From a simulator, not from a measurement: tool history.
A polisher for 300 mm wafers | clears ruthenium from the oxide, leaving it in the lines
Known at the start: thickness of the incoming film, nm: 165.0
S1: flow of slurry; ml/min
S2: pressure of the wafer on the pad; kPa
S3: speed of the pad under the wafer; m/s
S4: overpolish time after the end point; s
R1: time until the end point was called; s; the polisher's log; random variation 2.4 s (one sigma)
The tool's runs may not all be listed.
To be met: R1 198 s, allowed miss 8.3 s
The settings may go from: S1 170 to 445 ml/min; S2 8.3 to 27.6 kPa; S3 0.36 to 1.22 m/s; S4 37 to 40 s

{"run": 1, "day": 0.0, "S1": 285, "S2": 17.9, "S3": 0.78, "S4": 37, "R1": 126.27}
{"run": 2, "day": 0.05, "S1": 285, "S2": 17.9, "S3": 0.58, "S4": 37, "R1": 157.84}
{"run": 3, "day": 0.392, "S1": 285, "S2": 16.5, "S3": 0.58, "S4": 37, "R1": 173.7}
{"run": 4, "day": 0.617, "S1": 340, "S2": 16.5, "S3": 0.58, "S4": 37, "R1": 174.18}
{"run": 5, "day": 0.892, "S1": 340, "S2": 16.5, "S3": 0.58, "S4": 40, "R1": 174.93}
{"run": 6, "day": 1.121, "S1": 340, "S2": 16.5, "S3": 0.78, "S4": 40, "R1": 134.79}
{"run": 7, "day": 1.171, "S1": 340, "S2": 14.5, "S3": 0.78, "S4": 40, "R1": 154.38}
{"run": 8, "day": 1.421, "S1": 340, "S2": 9.7, "S3": 0.76, "S4": 40, "R1": 229.13}
{"run": 9, "day": 1.488, "S1": 340, "S2": 10.3, "S3": 0.76, "S4": 40, "R1": 216.21}

Which of these 5 next moves meets every target?
{"run": "A", "day": 1.554, "S1": 350, "S2": 12.4, "S3": 0.62, "S4": 37, "R1": "?"}
{"run": "B", "day": 1.554, "S1": 325, "S2": 9.7, "S3": 0.86, "S4": 40, "R1": "?"}
{"run": "C", "day": 1.554, "S1": 415, "S2": 9, "S3": 0.88, "S4": 40, "R1": "?"}
{"run": "D", "day": 1.554, "S1": 300, "S2": 9.7, "S3": 0.94, "S4": 40, "R1": "?"}
{"run": "E", "day": 1.554, "S1": 320, "S2": 9.7, "S3": 0.8, "S4": 40, "R1": "?"}

move=A R1=217.83
move=B R1=213.24
move=C R1=220.88
move=D R1=198.98
move=E R1=226.68
A: further off than the last run
B: nearer than the last run, and not there yet
C: further off than the last run
D: meets every target
E: further off than the last run
Move D is the one to make.
